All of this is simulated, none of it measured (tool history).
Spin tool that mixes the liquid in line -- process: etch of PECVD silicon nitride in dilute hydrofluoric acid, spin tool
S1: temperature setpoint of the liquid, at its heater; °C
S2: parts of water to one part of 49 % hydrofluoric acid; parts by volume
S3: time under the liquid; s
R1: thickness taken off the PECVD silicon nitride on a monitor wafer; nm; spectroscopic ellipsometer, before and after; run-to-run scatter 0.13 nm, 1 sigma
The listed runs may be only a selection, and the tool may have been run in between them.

run	hour	S1	S2	S3	R1
1	0.0	24.0	85	295	5.6682
2	8.3	24.0	85	315	6.1873
3	16.6	24.0	85	315	6.1551
4	23.2	27.0	85	315	7.5680
5	27.0	24.5	85	315	6.4608
6	34.9	24.5	85	295	5.9817
7	36.4	26.0	75	295	7.5528
8	42.9	27.0	70	295	8.5579
9	48.5	28.0	65	295	9.7677
10	49.4	28.5	60	295	10.7520
11	51.5	29.0	60	295	11.1700

What will run 12 give?
12	59.8	29.5	60	295	?

Run 12 produced R1 11.7750 nm.

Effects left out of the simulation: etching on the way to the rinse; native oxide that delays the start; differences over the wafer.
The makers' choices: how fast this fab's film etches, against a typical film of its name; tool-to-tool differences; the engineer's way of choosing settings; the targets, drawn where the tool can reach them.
